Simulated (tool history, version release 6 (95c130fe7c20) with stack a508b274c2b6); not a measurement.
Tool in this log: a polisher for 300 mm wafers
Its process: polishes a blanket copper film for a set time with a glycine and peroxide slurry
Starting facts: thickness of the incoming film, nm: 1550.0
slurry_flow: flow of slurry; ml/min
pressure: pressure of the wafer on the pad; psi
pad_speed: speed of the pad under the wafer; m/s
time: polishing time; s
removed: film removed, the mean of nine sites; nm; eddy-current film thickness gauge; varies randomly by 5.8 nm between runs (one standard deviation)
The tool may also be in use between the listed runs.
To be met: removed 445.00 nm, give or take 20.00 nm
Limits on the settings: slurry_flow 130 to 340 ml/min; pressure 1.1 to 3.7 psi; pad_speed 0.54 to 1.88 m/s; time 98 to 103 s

{"run": 1, "hour": 0.0, "slurry_flow": 220, "pressure": 2.4, "pad_speed": 1.2, "time": 98, "removed": 518.51}
{"run": 2, "hour": 4.6, "slurry_flow": 220, "pressure": 2.3, "pad_speed": 1.2, "time": 98, "removed": 510.57}
{"run": 3, "hour": 8.1, "slurry_flow": 220, "pressure": 1.8, "pad_speed": 1.2, "time": 98, "removed": 424.5}
{"run": 4, "hour": 14.6, "slurry_flow": 220, "pressure": 1.3, "pad_speed": 1.2, "time": 98, "removed": 330.15}
{"run": 5, "hour": 21.9, "slurry_flow": 220, "pressure": 1.1, "pad_speed": 1.2, "time": 98, "removed": 289.94}
{"run": 6, "hour": 26.5, "slurry_flow": 220, "pressure": 1.1, "pad_speed": 1.2, "time": 98, "removed": 284.26}
{"run": 7, "hour": 28.0, "slurry_flow": 220, "pressure": 1.4, "pad_speed": 1.22, "time": 98, "removed": 345.29}
{"run": 8, "hour": 34.1, "slurry_flow": 220, "pressure": 1.6, "pad_speed": 1.22, "time": 98, "removed": 387.31}
{"run": 9, "hour": 36.1, "slurry_flow": 220, "pressure": 1.7, "pad_speed": 1.22, "time": 98, "removed": 408.59}

Exercise: of the 4 proposed moves below, exactly one satisfies all targets within the stated allowed misses. Which move is it?
{"run": "A", "hour": 38.1, "slurry_flow": 210, "pressure": 1.6, "pad_speed": 1.12, "time": 100, "removed": "?"}
{"run": "B", "hour": 38.1, "slurry_flow": 265, "pressure": 1.9, "pad_speed": 1.2, "time": 99, "removed": "?"}
{"run": "C", "hour": 38.1, "slurry_flow": 205, "pressure": 1.9, "pad_speed": 0.98, "time": 98, "removed": "?"}
{"run": "D", "hour": 38.1, "slurry_flow": 235, "pressure": 1.6, "pad_speed": 1.04, "time": 98, "removed": "?"}

move=A removed=377.02
move=B removed=457.38
move=C removed=386.20
move=D removed=357.42
A: its largest miss is bigger than the last run's
B: hits every target within its allowed miss
C: its largest miss is bigger than the last run's
D: its largest miss is bigger than the last run's
B is the move that brings every result within its allowed miss.
